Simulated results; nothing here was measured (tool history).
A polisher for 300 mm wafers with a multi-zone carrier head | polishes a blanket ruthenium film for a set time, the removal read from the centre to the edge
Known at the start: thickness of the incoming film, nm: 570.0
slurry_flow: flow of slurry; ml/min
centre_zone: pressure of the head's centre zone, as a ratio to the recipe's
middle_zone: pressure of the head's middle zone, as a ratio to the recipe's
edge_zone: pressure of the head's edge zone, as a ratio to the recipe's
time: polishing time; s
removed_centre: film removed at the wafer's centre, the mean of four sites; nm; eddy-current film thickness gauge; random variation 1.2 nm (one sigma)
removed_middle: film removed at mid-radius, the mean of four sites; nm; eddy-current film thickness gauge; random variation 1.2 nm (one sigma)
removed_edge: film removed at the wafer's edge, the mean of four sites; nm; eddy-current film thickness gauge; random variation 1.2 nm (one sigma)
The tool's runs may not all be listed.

run 1 hour=0.0 | slurry_flow=210 centre_zone=1.00 middle_zone=1.00 edge_zone=1.00 time=49 | removed_centre=76.897 removed_middle=69.435 removed_edge=69.818
run 2 hour=5.4 | slurry_flow=210 centre_zone=1.00 middle_zone=1.00 edge_zone=1.00 time=37 | removed_centre=58.771 removed_middle=54.022 removed_edge=51.538
run 3 hour=10.5 | slurry_flow=220 centre_zone=0.98 middle_zone=1.05 edge_zone=1.02 time=43 | removed_centre=66.156 removed_middle=62.866 removed_edge=62.624
run 4 hour=12.0 | slurry_flow=270 centre_zone=0.98 middle_zone=1.05 edge_zone=1.02 time=43 | removed_centre=67.850 removed_middle=64.098 removed_edge=63.357
run 5 hour=17.8 | slurry_flow=270 centre_zone=1.06 middle_zone=1.05 edge_zone=1.02 time=43 | removed_centre=72.677 removed_middle=66.400 removed_edge=62.897
run 6 hour=19.8 | slurry_flow=240 centre_zone=1.06 middle_zone=1.05 edge_zone=1.02 time=43 | removed_centre=73.045 removed_middle=63.225 removed_edge=62.495
run 7 hour=25.5 | slurry_flow=260 centre_zone=1.02 middle_zone=1.08 edge_zone=1.00 time=48 | removed_centre=77.798 removed_middle=73.434 removed_edge=69.145
-- hour=30.0 centre zone pressure recalibrated
run 8 hour=30.0 | slurry_flow=270 centre_zone=0.99 middle_zone=1.11 edge_zone=1.00 time=52 | removed_centre=76.174 removed_middle=81.274 removed_edge=75.372
run 9 hour=34.3 | slurry_flow=275 centre_zone=1.00 middle_zone=1.13 edge_zone=1.01 time=55 | removed_centre=83.173 removed_middle=87.101 removed_edge=82.708
run 10 hour=38.0 | slurry_flow=280 centre_zone=1.00 middle_zone=1.15 edge_zone=1.01 time=57 | removed_centre=84.444 removed_middle=92.236 removed_edge=82.325

The next listed run, before its measurement:
run 11 hour=38.6 | slurry_flow=285 centre_zone=0.99 middle_zone=1.15 edge_zone=1.02 time=59 | removed_centre=? removed_middle=? removed_edge=?

removed_centre: 85.831 nm
removed_middle: 92.743 nm
removed_edge: 87.721 nm
